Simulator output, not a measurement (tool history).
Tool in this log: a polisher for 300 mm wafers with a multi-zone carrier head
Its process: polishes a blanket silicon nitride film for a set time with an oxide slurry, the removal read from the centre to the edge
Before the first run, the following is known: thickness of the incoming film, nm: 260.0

run	hour	flow of slurry (ml/min)	pressure of the head's centre zone	pressure of the head's middle zone	pressure of the head's edge zone	abrasive content of the slurry	polishing time (s)	film removed at the wafer's centre (angstrom)	film removed at mid-radius (angstrom)	film removed at the wafer's edge (angstrom)
1	0.0	245	1.00	1.00	1.00	1.00	53	281.75	313.84	304.21
2	6.7	270	1.00	1.00	1.00	1.00	53	284.99	313.23	308.93
3	11.2	265	1.05	0.96	0.95	0.85	52	277.27	280.12	283.46
4	16.1	265	1.05	0.96	0.95	1.00	52	299.29	301.27	294.86
5	23.6	265	1.05	1.03	0.95	1.00	52	291.75	311.97	298.01
6	24.9	250	1.09	0.98	0.91	0.90	50	280.57	277.58	262.07
7	29.8	245	1.12	0.94	0.89	0.80	50	274.26	261.26	258.30
8	31.5	285	1.14	0.92	0.87	0.75	48	271.81	243.35	237.09
9	33.2	295	1.15	0.90	0.86	0.70	48	267.22	240.67	233.91
10	37.4	310	1.16	0.87	0.86	0.70	47	260.56	228.40	225.36
11	40.8	305	1.17	0.85	0.85	0.70	47	266.35	224.62	225.04
12	43.9	305	1.17	0.85	0.85	0.70	47	267.38	225.41	235.33
13	46.3	325	1.18	0.84	0.84	0.65	47	262.37	218.19	217.86
14	48.9	325	1.18	0.83	0.83	0.65	47	267.75	218.05	222.78

Run 15 is up next; what results do you expect?
15	50.1	325	1.18	0.83	0.83	0.65	47	?	?	?

film removed at the wafer's centre (angstrom): 264.12
film removed at mid-radius (angstrom): 219.22
film removed at the wafer's edge (angstrom): 221.19
